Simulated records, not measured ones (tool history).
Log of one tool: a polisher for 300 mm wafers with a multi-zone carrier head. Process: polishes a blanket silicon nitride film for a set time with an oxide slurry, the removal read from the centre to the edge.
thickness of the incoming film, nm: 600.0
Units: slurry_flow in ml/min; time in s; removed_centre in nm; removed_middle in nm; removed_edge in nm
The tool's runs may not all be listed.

run 1 hour=0.0 | slurry_flow=175 centre_zone=1.00 middle_zone=1.00 edge_zone=1.00 slurry_solids=1.00 time=89 | removed_centre=56.168 removed_middle=57.149 removed_edge=57.351
run 2 hour=2.2 | slurry_flow=175 centre_zone=1.00 middle_zone=1.00 edge_zone=1.00 slurry_solids=1.10 time=89 | removed_centre=59.177 removed_middle=60.678 removed_edge=59.511
run 3 hour=4.9 | slurry_flow=175 centre_zone=1.03 middle_zone=1.00 edge_zone=1.00 slurry_solids=1.10 time=89 | removed_centre=61.132 removed_middle=60.067 removed_edge=59.250
run 4 hour=6.9 | slurry_flow=175 centre_zone=1.03 middle_zone=1.00 edge_zone=1.00 slurry_solids=1.10 time=101 | removed_centre=69.711 removed_middle=69.267 removed_edge=67.157
run 5 hour=10.6 | slurry_flow=170 centre_zone=1.01 middle_zone=1.01 edge_zone=0.98 slurry_solids=1.00 time=95 | removed_centre=59.906 removed_middle=61.483 removed_edge=60.078
run 6 hour=14.7 | slurry_flow=170 centre_zone=1.01 middle_zone=1.01 edge_zone=0.98 slurry_solids=0.95 time=95 | removed_centre=58.913 removed_middle=59.872 removed_edge=57.991
run 7 hour=16.1 | slurry_flow=165 centre_zone=0.99 middle_zone=1.01 edge_zone=0.96 slurry_solids=0.85 time=91 | removed_centre=51.320 removed_middle=53.194 removed_edge=50.186
run 8 hour=24.7 | slurry_flow=160 centre_zone=0.96 middle_zone=0.99 edge_zone=0.95 slurry_solids=0.80 time=90 | removed_centre=46.233 removed_middle=48.773 removed_edge=47.706

Run 9 comes next. What will it give?
run 9 hour=28.5 | slurry_flow=155 centre_zone=0.94 middle_zone=0.98 edge_zone=0.93 slurry_solids=0.75 time=90 | removed_centre=? removed_middle=? removed_edge=?

removed_centre: 42.228 nm
removed_middle: 45.918 nm
removed_edge: 45.318 nm
